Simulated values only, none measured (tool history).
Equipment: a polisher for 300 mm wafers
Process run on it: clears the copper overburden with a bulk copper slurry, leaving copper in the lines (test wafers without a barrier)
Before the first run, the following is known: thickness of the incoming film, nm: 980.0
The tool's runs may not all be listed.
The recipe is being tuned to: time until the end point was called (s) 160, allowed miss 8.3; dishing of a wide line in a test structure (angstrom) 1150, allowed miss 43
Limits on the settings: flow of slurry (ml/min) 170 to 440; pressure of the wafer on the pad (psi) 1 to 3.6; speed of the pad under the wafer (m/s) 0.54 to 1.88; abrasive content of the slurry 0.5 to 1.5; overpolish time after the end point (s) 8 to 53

run,day,flow of slurry (ml/min),pressure of the wafer on the pad (psi),speed of the pad under the wafer (m/s),abrasive content of the slurry,overpolish time after the end point (s),time until the end point was called (s),dishing of a wide line in a test structure (angstrom)
1,0,280,2.3,1.2,1,27,105.67,1223.8
2,0.296,280,1.9,1.2,1,27,128.05,1052.8
3,0.638,280,1.9,1.18,1,29,129.48,1102.7
4,0.946,280,1.9,1.18,1.15,29,124.02,1099.7
5,1.217,310,1.9,1.18,1.15,29,128.39,1122.6
6,1.271,320,1.9,1.18,1.15,30,124.3,1116.1
7,1.396,320,1.8,1.16,1.15,32,131.72,1122.8
8,1.558,320,1.7,1.14,1.15,33,146.25,1083
9,1.888,320,1.7,1.14,1.15,34,145.83,1088.9
10,2.142,320,1.5,1.08,1.15,42,171.06,1063.1

Below are 5 possible settings for the next run. Only one of them brings all results inside the allowed miss of their targets. Which is it?
A,2.396,310,1.5,1.26,1.2,36,?,?
B,2.396,290,1.7,1.14,1.3,32,?,?
C,2.396,310,1.8,1,1.1,41,?,?
D,2.396,290,1.4,1.02,1.15,47,?,?
E,2.396,380,1.3,1.32,1.2,39,?,?

move,time until the end point was called (s),dishing of a wide line in a test structure (angstrom)
A,147.18,1086.6
B,141.53,1088.3
C,158.51,1171.7
D,196.53,1054.9
E,158.45,1042.4
A: gains on the last run, yet a result remains outside its allowed miss
B: misses by more than the last run did
C: every result within its allowed miss
D: misses by more than the last run did
E: misses by more than the last run did
Move C is the one to make.

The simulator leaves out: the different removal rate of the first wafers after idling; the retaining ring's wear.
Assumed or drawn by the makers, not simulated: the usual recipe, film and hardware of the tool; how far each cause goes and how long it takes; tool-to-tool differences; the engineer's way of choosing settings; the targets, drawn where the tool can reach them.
